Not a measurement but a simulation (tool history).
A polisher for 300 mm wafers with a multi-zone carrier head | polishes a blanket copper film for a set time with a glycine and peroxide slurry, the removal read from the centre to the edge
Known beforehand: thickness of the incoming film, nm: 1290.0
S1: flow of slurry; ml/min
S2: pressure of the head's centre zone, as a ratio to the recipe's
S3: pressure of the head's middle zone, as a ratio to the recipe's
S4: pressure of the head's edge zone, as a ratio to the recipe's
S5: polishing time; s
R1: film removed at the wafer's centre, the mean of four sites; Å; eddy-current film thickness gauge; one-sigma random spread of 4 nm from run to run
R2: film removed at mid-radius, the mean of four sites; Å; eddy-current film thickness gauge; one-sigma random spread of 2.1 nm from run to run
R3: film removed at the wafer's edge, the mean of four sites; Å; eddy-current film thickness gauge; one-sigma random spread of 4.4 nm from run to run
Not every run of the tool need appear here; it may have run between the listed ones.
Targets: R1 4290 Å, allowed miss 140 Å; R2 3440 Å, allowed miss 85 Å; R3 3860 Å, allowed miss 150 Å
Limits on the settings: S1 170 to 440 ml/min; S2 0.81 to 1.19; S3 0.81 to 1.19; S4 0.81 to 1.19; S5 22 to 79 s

run,day,S1,S2,S3,S4,S5,R1,R2,R3
1,0,280,1,1,1,50,3069.9,3031.6,3135.5
2,0.117,280,1,0.95,1,50,3065.3,2921,3084.1
3,0.496,285,1.02,0.96,1.02,51,3178.7,2996.5,3140.3
4,0.629,285,1.02,0.96,1.02,43,2655.7,2534.2,2716.5
5,0.696,285,1.02,0.88,1.02,43,2663.3,2370.2,2676.4
6,0.779,290,1.04,0.89,1.04,45,2839.1,2499.2,2814.1
7,1.125,295,1.06,0.9,1.05,47,3090,2613.9,2998
8,1.342,295,1.06,0.9,1.05,47,3071.8,2653.2,2958.4
9,1.638,300,1.07,0.9,1.07,48,3203.1,2688.5,3074.5
10,1.7,305,1.08,0.92,1.08,49,3283.7,2801.8,3165.8

5 next moves are on the table. One of them brings every result within its allowed miss. Which?
A,1.762,275,1.05,0.94,1.18,62,?,?,?
B,1.762,300,1.19,1.04,0.99,58,?,?,?
C,1.762,310,1.09,0.93,1.1,59,?,?,?
D,1.762,330,1.11,1.01,0.93,58,?,?,?
E,1.762,330,1.19,0.96,1.17,58,?,?,?

move,R1,R2,R3
A,3925.3,3603.2,4098.5
B,4203.5,3696.6,3585
C,3923.3,3433.4,3817.4
D,3952.4,3636.2,3523.2
E,4237.7,3481.5,3864.6
A: carries the result that was furthest off beyond its target, to the other side
B: carries the result that was furthest off beyond its target, to the other side
C: the furthest-off result lands on target, but another misses its tolerance
D: carries the result that was furthest off beyond its target, to the other side
E: all results in spec
Correct choice: E, which meets every target
